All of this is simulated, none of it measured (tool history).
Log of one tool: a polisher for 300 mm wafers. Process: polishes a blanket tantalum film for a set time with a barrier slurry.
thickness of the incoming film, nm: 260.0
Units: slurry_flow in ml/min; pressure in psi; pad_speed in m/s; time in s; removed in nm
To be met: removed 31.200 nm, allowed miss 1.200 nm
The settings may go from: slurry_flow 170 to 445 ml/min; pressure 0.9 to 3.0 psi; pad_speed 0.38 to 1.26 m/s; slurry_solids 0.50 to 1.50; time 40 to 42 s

run  hour  slurry_flow  pressure  pad_speed  slurry_solids  time  removed
  1   0.0          285       1.9       0.82           1.00    40   44.478
  2   4.6          285       1.9       0.82           0.80    40   39.573
  3   6.1          285       1.8       0.82           0.80    40   38.143
  4  13.9          285       1.8       1.00           0.80    40   48.110
  5  19.2          285       1.8       1.16           0.80    40   53.539
  6  20.7          285       1.8       1.16           0.60    40   46.174
  7  22.3          285       1.6       1.16           0.60    40   40.553
  8  24.1          285       1.5       1.16           0.60    40   37.805
  9  28.9          285       1.4       1.16           0.60    40   36.174
 10  37.5          285       1.3       1.16           0.60    40   33.810

Which of these 4 next moves meets every target?
  A  46.1          285       1.3       1.02           0.60    42        ?
  B  46.1          290       1.4       1.08           0.65    40        ?
  C  46.1          330       1.5       1.20           0.55    41        ?
  D  46.1          255       1.3       1.20           0.55    42        ?

move  removed
   A   31.341
   B   35.717
   C   38.765
   D   34.088
A: meets every target
B: further off than the last run
C: further off than the last run
D: further off than the last run
The right move is A.
